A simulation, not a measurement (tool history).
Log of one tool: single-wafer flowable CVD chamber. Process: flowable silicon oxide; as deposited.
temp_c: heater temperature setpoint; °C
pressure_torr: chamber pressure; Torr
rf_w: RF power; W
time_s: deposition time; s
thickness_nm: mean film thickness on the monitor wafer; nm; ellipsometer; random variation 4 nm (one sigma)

run,hour,temp_c,pressure_torr,rf_w,time_s,thickness_nm
1,0,100,0.64,1790,822,344.9
2,1.1,105,0.64,1790,822,293.87
3,5.3,105,0.728,1790,822,332.37
4,10.3,100,0.729,1790,822,391.9
5,15.2,100,0.729,1790,848,404.69
6,23.7,100,0.641,1790,848,356.23
7,29.1,95,0.642,1790,848,414.88

The next listed run, before its measurement:
8,37.2,91,0.643,1790,848,?

Run 8 gave thickness_nm 478.18 nm.
